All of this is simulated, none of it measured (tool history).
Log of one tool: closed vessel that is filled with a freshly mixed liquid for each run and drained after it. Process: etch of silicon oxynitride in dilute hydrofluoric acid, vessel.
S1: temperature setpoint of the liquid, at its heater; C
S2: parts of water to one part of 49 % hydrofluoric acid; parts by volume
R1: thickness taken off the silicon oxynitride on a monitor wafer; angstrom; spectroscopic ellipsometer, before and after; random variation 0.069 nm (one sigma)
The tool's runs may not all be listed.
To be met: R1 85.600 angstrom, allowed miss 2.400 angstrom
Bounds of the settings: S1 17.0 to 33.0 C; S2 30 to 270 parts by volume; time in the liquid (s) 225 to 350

Run 1, hour 0.0: S1 25.0 C, S2 150 parts by volume, time in the liquid (s) 350. Result: R1 60.459 angstrom.
Run 2, hour 4.9: S1 26.0 C, S2 150 parts by volume, time in the liquid (s) 350. Result: R1 62.611 angstrom.
Run 3, hour 13.9: S1 28.0 C, S2 150 parts by volume, time in the liquid (s) 350. Result: R1 70.461 angstrom.
Run 4, hour 17.1: S1 28.0 C, S2 195 parts by volume, time in the liquid (s) 350. Result: R1 51.064 angstrom.
Run 5, hour 24.6: S1 29.0 C, S2 190 parts by volume, time in the liquid (s) 350. Result: R1 55.287 angstrom.
Run 6, hour 30.3: S1 29.5 C, S2 185 parts by volume, time in the liquid (s) 350. Result: R1 58.538 angstrom.
Run 7, hour 36.6: S1 30.0 C, S2 180 parts by volume, time in the liquid (s) 350. Result: R1 62.440 angstrom.
Run 8, hour 37.4: S1 30.5 C, S2 175 parts by volume, time in the liquid (s) 350. Result: R1 65.592 angstrom.
At hour 39.8: thermometer replaced.
Run 9, hour 39.8: S1 31.0 C, S2 170 parts by volume, time in the liquid (s) 350. Result: R1 71.005 angstrom.
Run 10, hour 44.0: S1 31.5 C, S2 170 parts by volume, time in the liquid (s) 350. Result: R1 72.906 angstrom.
Run 11, hour 47.3: S1 32.5 C, S2 165 parts by volume, time in the liquid (s) 350. Result: R1 79.923 angstrom.

Which of these 4 next moves meets every target?
Run A, hour 50.6: S1 31.0 C, S2 145 parts by volume, time in the liquid (s) 350. Result: R1 ?.
Run B, hour 50.6: S1 33.0 C, S2 170 parts by volume, time in the liquid (s) 350. Result: R1 ?.
Run C, hour 50.6: S1 33.0 C, S2 180 parts by volume, time in the liquid (s) 350. Result: R1 ?.
Run D, hour 50.6: S1 29.5 C, S2 155 parts by volume, time in the liquid (s) 350. Result: R1 ?.

move      R1
   A  84.485
   B  76.461
   C  71.486
   D  73.366
A: meets every target
B: further off than the last run
C: further off than the last run
D: further off than the last run
Move A is the one to make.
